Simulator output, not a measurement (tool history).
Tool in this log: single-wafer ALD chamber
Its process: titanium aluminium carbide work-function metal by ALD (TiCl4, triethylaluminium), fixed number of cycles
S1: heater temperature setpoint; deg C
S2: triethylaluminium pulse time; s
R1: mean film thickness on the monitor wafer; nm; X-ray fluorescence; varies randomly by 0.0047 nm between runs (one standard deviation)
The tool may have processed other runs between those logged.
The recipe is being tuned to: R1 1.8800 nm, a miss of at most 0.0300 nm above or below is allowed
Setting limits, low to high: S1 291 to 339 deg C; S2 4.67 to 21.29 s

| run | hour | S1 | S2 | R1 |
|---|---|---|---|---|
| 1 | 0.0 | 315 | 12.98 | 2.1397 |
| 2 | 4.1 | 323 | 12.98 | 2.2222 |
| 3 | 12.4 | 317 | 12.98 | 2.1658 |
| 4 | 20.5 | 314 | 12.25 | 2.1330 |
| 5 | 25.6 | 311 | 11.32 | 2.0896 |
| 6 | 31.4 | 309 | 10.93 | 2.0673 |
| 7 | 35.7 | 307 | 10.58 | 2.0353 |
| 8 | 44.4 | 305 | 10.38 | 2.0138 |
| 9 | 47.0 | 303 | 10.22 | 1.9960 |
| 10 | 55.0 | 302 | 10.07 | 1.9816 |
| 11 | 62.3 | 301 | 9.95 | 1.9610 |
| 12 | 66.7 | 300 | 9.88 | 1.9558 |
| 13 | 71.7 | 299 | 9.80 | 1.9415 |
| 14 | 72.6 | 298 | 9.75 | 1.9347 |
| 15 | 80.2 | 297 | 9.69 | 1.9204 |
| 16 | 82.2 | 297 | 9.69 | 1.9256 |

Which of these 4 next moves meets every target?
| A | 84.2 | 300 | 9.74 | ? |
| B | 84.2 | 298 | 7.86 | ? |
| C | 84.2 | 313 | 7.80 | ? |
| D | 84.2 | 302 | 9.24 | ? |

| move | R1 |
|---|---|
| A | 1.9493 |
| B | 1.8666 |
| C | 2.0054 |
| D | 1.9554 |
A: further off than the last run
B: every result lands within tolerance
C: further off than the last run
D: further off than the last run
Correct choice: B, which meets every target
